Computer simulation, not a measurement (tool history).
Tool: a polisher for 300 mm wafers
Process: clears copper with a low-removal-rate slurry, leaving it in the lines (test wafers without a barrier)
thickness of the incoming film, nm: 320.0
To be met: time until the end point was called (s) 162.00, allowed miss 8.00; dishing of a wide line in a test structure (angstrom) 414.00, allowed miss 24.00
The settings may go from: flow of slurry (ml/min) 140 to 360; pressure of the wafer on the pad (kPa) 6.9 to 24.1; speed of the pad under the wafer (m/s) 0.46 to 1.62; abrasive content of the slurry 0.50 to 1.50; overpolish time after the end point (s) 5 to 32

run,hour,flow of slurry (ml/min),pressure of the wafer on the pad (kPa),speed of the pad under the wafer (m/s),abrasive content of the slurry,overpolish time after the end point (s),time until the end point was called (s),dishing of a wide line in a test structure (angstrom)
1,0.0,230,15.2,1.04,1.00,16,155.33,255.54
2,2.6,230,17.2,1.04,1.00,16,144.69,279.17
3,3.4,230,17.2,0.82,1.00,16,183.61,229.72
4,4.3,230,20.7,0.82,1.00,16,156.24,257.81
5,13.1,230,20.7,0.82,1.00,17,154.01,273.67
6,19.7,230,20.7,0.82,0.80,17,164.07,272.44
7,25.2,205,22.1,0.82,0.65,25,167.19,370.57
8,31.2,215,22.1,0.82,0.65,26,166.78,387.81
9,32.9,220,22.1,0.82,0.65,27,163.85,400.15

4 next moves are on the table. One of them brings every result within its allowed miss. Which?
A,34.6,255,24.1,0.80,0.55,25,?,?
B,34.6,210,17.2,0.94,0.85,25,?,?
C,34.6,140,24.1,0.76,0.85,29,?,?
D,34.6,215,21.4,0.92,0.65,23,?,?

move,time until the end point was called (s),dishing of a wide line in a test structure (angstrom)
A,157.12,374.01
B,163.10,358.59
C,160.24,414.08
D,148.66,364.15
A: further off than the last run
B: further off than the last run
C: meets every target
D: further off than the last run
Answer: C
